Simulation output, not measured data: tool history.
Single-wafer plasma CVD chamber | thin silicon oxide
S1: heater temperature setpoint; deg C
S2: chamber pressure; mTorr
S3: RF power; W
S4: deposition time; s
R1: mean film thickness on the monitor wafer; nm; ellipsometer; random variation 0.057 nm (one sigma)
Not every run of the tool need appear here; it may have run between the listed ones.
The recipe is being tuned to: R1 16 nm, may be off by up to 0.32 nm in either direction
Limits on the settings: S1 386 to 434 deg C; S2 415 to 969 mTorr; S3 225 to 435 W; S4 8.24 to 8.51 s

run 1 hour=0 | S1=410 S2=692 S3=330 S4=8.24 | R1=13.517
run 2 hour=6.3 | S1=410 S2=712 S3=330 S4=8.24 | R1=13.832
run 3 hour=8.2 | S1=410 S2=712 S3=370 S4=8.24 | R1=14.45
run 4 hour=11.9 | S1=410 S2=613 S3=370 S4=8.24 | R1=12.864
run 5 hour=13.8 | S1=410 S2=613 S3=340 S4=8.24 | R1=12.371
run 6 hour=21.6 | S1=410 S2=613 S3=340 S4=8.24 | R1=12.261
run 7 hour=26.4 | S1=410 S2=751 S3=345 S4=8.25 | R1=14.676
run 8 hour=33.7 | S1=410 S2=764 S3=345 S4=8.25 | R1=14.965

5 candidate next runs follow, results not yet known. Just one meets every target within its allowed miss. Identify it.
run A hour=41 | S1=407 S2=920 S3=295 S4=8.51 | R1=?
run B hour=41 | S1=397 S2=796 S3=335 S4=8.51 | R1=?
run C hour=41 | S1=413 S2=858 S3=330 S4=8.51 | R1=?
run D hour=41 | S1=424 S2=730 S3=325 S4=8.24 | R1=?
run E hour=41 | S1=425 S2=683 S3=335 S4=8.43 | R1=?

move=A R1=16.532
move=B R1=15.897
move=C R1=16.551
move=D R1=13.871
move=E R1=13.611
A: pushes the last run's worst result past its target
B: every result within its allowed miss
C: pushes the last run's worst result past its target
D: moves away from the targets compared with the last run
E: moves away from the targets compared with the last run
The move that meets every target is B.
